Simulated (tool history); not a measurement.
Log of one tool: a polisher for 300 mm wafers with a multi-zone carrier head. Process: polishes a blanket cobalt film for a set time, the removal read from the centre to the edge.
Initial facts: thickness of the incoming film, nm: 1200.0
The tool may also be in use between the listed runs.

run    day  flow of slurry (ml/min)  pressure of the head's centre zone  pressure of the head's middle zone  pressure of the head's edge zone  polishing time (s)  film removed at the wafer's centre (nm)  film removed at mid-radius (nm)  film removed at the wafer's edge (nm)
  1  0.000                      280                                1.00                                1.00                              1.00                  73                                   360.80                           369.36                                 357.24
  2  0.083                      285                                1.01                                1.01                              1.04                  78                                   390.88                           390.74                                 389.59
  3  0.225                      285                                1.01                                1.01                              1.04                  59                                   294.64                           301.22                                 301.43
  4  0.338                      295                                1.02                                1.04                              1.07                  68                                   340.33                           353.41                                 353.48
  5  0.712                      295                                1.02                                0.97                              1.07                  68                                   343.42                           336.99                                 344.43
  6  0.825                      295                                1.02                                0.97                              1.07                  50                                   251.55                           243.18                                 255.03
  7  1.046                      300                                1.05                                1.01                              1.10                  59                                   312.38                           295.62                                 309.65
  8  1.162                      310                                1.06                                1.05                              1.12                  65                                   346.79                           343.80                                 338.15
  9  1.250                      290                                1.06                                1.06                              1.13                  72                                   373.78                           380.00                                 379.13
 10  1.325                      280                                1.07                                1.07                              1.14                  77                                   411.30                           405.48                                 397.83
 11  1.671                      305                                1.07                                1.07                              1.15                  81                                   433.30                           432.90                                 424.32

Forecast run 12:
 12  1.762                      295                                1.07                                1.07                              1.16                  85                                        ?                                ?                                      ?

{"run 12": {"film removed at the wafer's centre (nm)": 455.66, "film removed at mid-radius (nm)": 455.15, "film removed at the wafer's edge (nm)": 450.25}}
